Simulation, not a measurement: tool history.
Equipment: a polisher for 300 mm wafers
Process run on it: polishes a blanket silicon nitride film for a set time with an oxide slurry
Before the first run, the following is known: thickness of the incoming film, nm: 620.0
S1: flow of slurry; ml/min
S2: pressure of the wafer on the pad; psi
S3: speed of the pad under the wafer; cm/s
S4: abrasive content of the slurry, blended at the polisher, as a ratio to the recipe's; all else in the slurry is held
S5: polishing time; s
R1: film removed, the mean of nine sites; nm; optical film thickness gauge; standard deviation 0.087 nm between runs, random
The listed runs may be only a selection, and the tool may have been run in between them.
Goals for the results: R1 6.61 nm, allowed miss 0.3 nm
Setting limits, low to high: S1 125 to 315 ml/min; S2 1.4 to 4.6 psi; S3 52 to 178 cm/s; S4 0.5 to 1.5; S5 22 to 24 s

run 1 hour=0 | S1=205 S2=3 S3=114 S4=1 S5=24 | R1=11.14
run 2 hour=4.1 | S1=205 S2=2.7 S3=112 S4=1 S5=24 | R1=9.843
run 3 hour=12.5 | S1=205 S2=2.7 S3=112 S4=1 S5=24 | R1=9.9521
run 4 hour=14.2 | S1=205 S2=3.3 S3=112 S4=1 S5=24 | R1=12.202
run 5 hour=18.1 | S1=205 S2=3.3 S3=138 S4=1 S5=24 | R1=13.744
run 6 hour=24 | S1=205 S2=3.3 S3=138 S4=1 S5=22 | R1=12.167
run 7 hour=29.9 | S1=205 S2=2.9 S3=136 S4=1 S5=22 | R1=10.809
run 8 hour=30.6 | S1=205 S2=2.6 S3=134 S4=1 S5=22 | R1=9.7215
run 9 hour=33.2 | S1=205 S2=2.4 S3=132 S4=1 S5=22 | R1=8.6481
run 10 hour=39.2 | S1=205 S2=2.3 S3=132 S4=1 S5=22 | R1=8.5401
run 11 hour=44.7 | S1=205 S2=2.2 S3=132 S4=1 S5=22 | R1=7.9685
run 12 hour=53.2 | S1=205 S2=2.1 S3=132 S4=1 S5=22 | R1=7.7743
run 13 hour=54.2 | S1=205 S2=2 S3=132 S4=1 S5=22 | R1=7.4647
run 14 hour=55.7 | S1=205 S2=1.9 S3=132 S4=1 S5=22 | R1=7.0232

Next run, 5 choices. One meets every target within its allowed miss, the rest don't. Which?
run A hour=57.2 | S1=240 S2=1.7 S3=144 S4=0.95 S5=22 | R1=?
run B hour=57.2 | S1=190 S2=2 S3=138 S4=0.9 S5=23 | R1=?
run C hour=57.2 | S1=200 S2=2 S3=102 S4=1 S5=24 | R1=?
run D hour=57.2 | S1=175 S2=2.3 S3=128 S4=1 S5=22 | R1=?
run E hour=57.2 | S1=185 S2=1.6 S3=178 S4=0.95 S5=24 | R1=?

move=A R1=6.531
move=B R1=7.3457
move=C R1=7.0233
move=D R1=8.113
move=E R1=7.348
A: in spec on every target
B: further off than the last run
C: neither nearer nor further off than the last run
D: further off than the last run
E: further off than the last run
The right move is A.
